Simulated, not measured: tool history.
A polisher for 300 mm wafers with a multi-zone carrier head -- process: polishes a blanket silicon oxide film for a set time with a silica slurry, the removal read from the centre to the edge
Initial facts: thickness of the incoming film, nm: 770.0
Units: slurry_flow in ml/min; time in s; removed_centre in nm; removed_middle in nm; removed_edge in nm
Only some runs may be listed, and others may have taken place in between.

{"run": 1, "day": 0.0, "slurry_flow": 220, "centre_zone": 1.0, "middle_zone": 1.0, "edge_zone": 1.0, "slurry_solids": 1.0, "time": 58, "removed_centre": 158.19, "removed_middle": 158.82, "removed_edge": 161.23}
{"run": 2, "day": 0.308, "slurry_flow": 215, "centre_zone": 0.98, "middle_zone": 0.99, "edge_zone": 0.99, "slurry_solids": 1.0, "time": 58, "removed_centre": 154.8, "removed_middle": 161.41, "removed_edge": 162.33}
{"run": 3, "day": 0.496, "slurry_flow": 215, "centre_zone": 0.98, "middle_zone": 0.99, "edge_zone": 0.99, "slurry_solids": 0.8, "time": 58, "removed_centre": 129.49, "removed_middle": 131.13, "removed_edge": 134.49}
{"run": 4, "day": 0.538, "slurry_flow": 215, "centre_zone": 0.97, "middle_zone": 0.99, "edge_zone": 1.0, "slurry_solids": 0.8, "time": 58, "removed_centre": 125.84, "removed_middle": 131.69, "removed_edge": 133.94}
{"run": 5, "day": 0.888, "slurry_flow": 215, "centre_zone": 0.97, "middle_zone": 0.99, "edge_zone": 1.01, "slurry_solids": 0.8, "time": 58, "removed_centre": 128.6, "removed_middle": 130.49, "removed_edge": 136.44}
{"run": 6, "day": 1.096, "slurry_flow": 215, "centre_zone": 0.96, "middle_zone": 0.99, "edge_zone": 1.02, "slurry_solids": 0.8, "time": 58, "removed_centre": 125.32, "removed_middle": 130.59, "removed_edge": 135.02}
{"run": 7, "day": 1.188, "slurry_flow": 215, "centre_zone": 0.96, "middle_zone": 0.99, "edge_zone": 1.03, "slurry_solids": 0.8, "time": 58, "removed_centre": 126.85, "removed_middle": 134.03, "removed_edge": 136.2}
{"run": 8, "day": 1.508, "slurry_flow": 215, "centre_zone": 0.96, "middle_zone": 0.98, "edge_zone": 1.04, "slurry_solids": 0.8, "time": 58, "removed_centre": 126.86, "removed_middle": 133.2, "removed_edge": 136.32}
{"run": 9, "day": 1.85, "slurry_flow": 210, "centre_zone": 0.95, "middle_zone": 0.97, "edge_zone": 1.05, "slurry_solids": 0.8, "time": 58, "removed_centre": 123.17, "removed_middle": 131.72, "removed_edge": 138.23}

What will run 10 give?
{"run": 10, "day": 2.2, "slurry_flow": 210, "centre_zone": 0.95, "middle_zone": 0.95, "edge_zone": 1.07, "slurry_solids": 0.8, "time": 58, "removed_centre": "?", "removed_middle": "?", "removed_edge": "?"}

Logged for run 10: removed_centre 124.75 nm, removed_middle 127.86 nm, removed_edge 138.53 nm.

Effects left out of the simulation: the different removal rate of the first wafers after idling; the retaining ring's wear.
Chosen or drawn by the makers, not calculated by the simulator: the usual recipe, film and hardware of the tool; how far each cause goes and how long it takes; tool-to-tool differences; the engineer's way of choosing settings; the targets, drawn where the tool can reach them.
